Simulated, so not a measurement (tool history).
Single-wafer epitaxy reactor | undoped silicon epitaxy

| run | hour | wafer temperature setpoint (pyrometer-controlled) (deg C) | deposition time (s) | mean film thickness on the monitor wafer (angstrom) |
|---|---|---|---|---|
| 1 | 0 | 655 | 588 | 1097.6 |
| 2 | 7.4 | 649 | 588 | 946.61 |
| 3 | 15.4 | 650 | 588 | 963.27 |
| 4 | 20 | 644 | 588 | 840.73 |
| 5 | 27.5 | 644 | 621 | 888.69 |
| 6 | 36.1 | 644 | 669 | 950.24 |
| 7 | 38.5 | 645 | 669 | 978.28 |
| 8 | 42.5 | 646 | 669 | 1000.4 |
| 9 | 43.8 | 647 | 669 | 1009.5 |
| 10 | 51 | 648 | 669 | 1049.4 |
| 11 | 57.2 | 649 | 669 | 1069.8 |

Run 12 comes next. What will it give?
| 12 | 62.6 | 650 | 669 | ? |

mean film thickness on the monitor wafer (angstrom): 1112.2
